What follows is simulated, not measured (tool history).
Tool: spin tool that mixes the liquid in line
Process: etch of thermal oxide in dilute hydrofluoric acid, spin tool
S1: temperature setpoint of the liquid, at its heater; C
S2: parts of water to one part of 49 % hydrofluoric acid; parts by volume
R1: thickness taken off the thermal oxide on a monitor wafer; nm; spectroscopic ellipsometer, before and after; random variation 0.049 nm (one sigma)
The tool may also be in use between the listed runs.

Run 1, hour 0.0: S1 22.0 C, S2 215 parts by volume, time under the liquid (s) 95. Result: R1 1.7469 nm.
Run 2, hour 3.1: S1 22.0 C, S2 215 parts by volume, time under the liquid (s) 70. Result: R1 1.2925 nm.
Run 3, hour 7.5: S1 23.5 C, S2 215 parts by volume, time under the liquid (s) 70. Result: R1 1.3591 nm.
Run 4, hour 12.9: S1 21.0 C, S2 215 parts by volume, time under the liquid (s) 70. Result: R1 1.2427 nm.
Run 5, hour 16.5: S1 21.0 C, S2 215 parts by volume, time under the liquid (s) 70. Result: R1 1.2565 nm.
Run 6, hour 20.3: S1 22.0 C, S2 195 parts by volume, time under the liquid (s) 70. Result: R1 1.4691 nm.
Run 7, hour 25.1: S1 23.0 C, S2 175 parts by volume, time under the liquid (s) 70. Result: R1 1.7399 nm.
Run 8, hour 28.2: S1 23.5 C, S2 160 parts by volume, time under the liquid (s) 70. Result: R1 1.9401 nm.
Run 9, hour 33.7: S1 24.0 C, S2 145 parts by volume, time under the liquid (s) 70. Result: R1 2.2237 nm.
Run 10, hour 41.0: S1 24.5 C, S2 135 parts by volume, time under the liquid (s) 70. Result: R1 2.4922 nm.
Run 11, hour 45.6: S1 25.0 C, S2 125 parts by volume, time under the liquid (s) 70. Result: R1 2.7730 nm.
Run 12, hour 49.7: S1 25.5 C, S2 120 parts by volume, time under the liquid (s) 70. Result: R1 2.9888 nm.
Run 13, hour 51.7: S1 29.5 C, S2 45 parts by volume, time under the liquid (s) 70. Result: R1 10.1920 nm.
Run 14, hour 54.5: S1 29.0 C, S2 45 parts by volume, time under the liquid (s) 70. Result: R1 10.2170 nm.
Run 15, hour 57.1: S1 25.0 C, S2 125 parts by volume, time under the liquid (s) 70. Result: R1 2.7780 nm.
Run 16, hour 62.3: S1 25.5 C, S2 125 parts by volume, time under the liquid (s) 70. Result: R1 2.8558 nm.
Run 17, hour 69.7: S1 26.0 C, S2 120 parts by volume, time under the liquid (s) 70. Result: R1 2.9843 nm.
Run 18, hour 74.8: S1 26.5 C, S2 115 parts by volume, time under the liquid (s) 70. Result: R1 3.2051 nm.
Run 19, hour 81.8: S1 26.5 C, S2 110 parts by volume, time under the liquid (s) 70. Result: R1 3.4021 nm.
Run 20, hour 90.0: S1 27.0 C, S2 105 parts by volume, time under the liquid (s) 70. Result: R1 3.6955 nm.

The next listed run, before its measurement:
Run 21, hour 95.2: S1 27.0 C, S2 105 parts by volume, time under the liquid (s) 70. Result: R1 ?.

Run 21 gave R1 3.6796 nm.
